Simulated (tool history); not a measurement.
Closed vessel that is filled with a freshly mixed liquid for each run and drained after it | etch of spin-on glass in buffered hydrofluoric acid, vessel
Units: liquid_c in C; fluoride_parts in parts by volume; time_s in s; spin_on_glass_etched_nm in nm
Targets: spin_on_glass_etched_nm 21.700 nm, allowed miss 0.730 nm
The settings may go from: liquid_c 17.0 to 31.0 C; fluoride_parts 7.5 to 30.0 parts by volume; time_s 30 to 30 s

{"run": 1, "hour": 0.0, "liquid_c": 23.0, "fluoride_parts": 21.0, "time_s": 30, "spin_on_glass_etched_nm": 41.043}
{"run": 2, "hour": 8.6, "liquid_c": 23.0, "fluoride_parts": 18.5, "time_s": 30, "spin_on_glass_etched_nm": 45.897}
{"run": 3, "hour": 13.4, "liquid_c": 23.0, "fluoride_parts": 16.0, "time_s": 30, "spin_on_glass_etched_nm": 52.854}
{"run": 4, "hour": 15.6, "liquid_c": 19.5, "fluoride_parts": 16.0, "time_s": 30, "spin_on_glass_etched_nm": 43.135}
{"run": 5, "hour": 22.7, "liquid_c": 19.0, "fluoride_parts": 19.0, "time_s": 30, "spin_on_glass_etched_nm": 35.764}
{"run": 6, "hour": 24.5, "liquid_c": 21.5, "fluoride_parts": 19.0, "time_s": 30, "spin_on_glass_etched_nm": 41.162}
{"run": 7, "hour": 33.6, "liquid_c": 20.5, "fluoride_parts": 21.0, "time_s": 30, "spin_on_glass_etched_nm": 36.082}
{"run": 8, "hour": 42.1, "liquid_c": 19.5, "fluoride_parts": 23.0, "time_s": 30, "spin_on_glass_etched_nm": 32.237}
{"run": 9, "hour": 48.0, "liquid_c": 17.0, "fluoride_parts": 30.0, "time_s": 30, "spin_on_glass_etched_nm": 23.221}
{"run": 10, "hour": 56.8, "liquid_c": 17.0, "fluoride_parts": 30.0, "time_s": 30, "spin_on_glass_etched_nm": 23.158}
{"hour": 62.2, "done": "thermometer replaced"}
{"run": 11, "hour": 62.2, "liquid_c": 17.0, "fluoride_parts": 29.5, "time_s": 30, "spin_on_glass_etched_nm": 20.518}

4 next moves are on the table. One of them brings every result within its allowed miss. Which?
{"run": "A", "hour": 67.6, "liquid_c": 17.0, "fluoride_parts": 30.0, "time_s": 30, "spin_on_glass_etched_nm": "?"}
{"run": "B", "hour": 67.6, "liquid_c": 17.0, "fluoride_parts": 24.5, "time_s": 30, "spin_on_glass_etched_nm": "?"}
{"run": "C", "hour": 67.6, "liquid_c": 17.0, "fluoride_parts": 24.0, "time_s": 30, "spin_on_glass_etched_nm": "?"}
{"run": "D", "hour": 67.6, "liquid_c": 17.0, "fluoride_parts": 27.5, "time_s": 30, "spin_on_glass_etched_nm": "?"}

move=A spin_on_glass_etched_nm=20.459
move=B spin_on_glass_etched_nm=23.543
move=C spin_on_glass_etched_nm=23.882
move=D spin_on_glass_etched_nm=21.732
A: as far off as the last run
B: takes the result that was furthest off past its target
C: takes the result that was furthest off past its target
D: meets every target
Answer: D
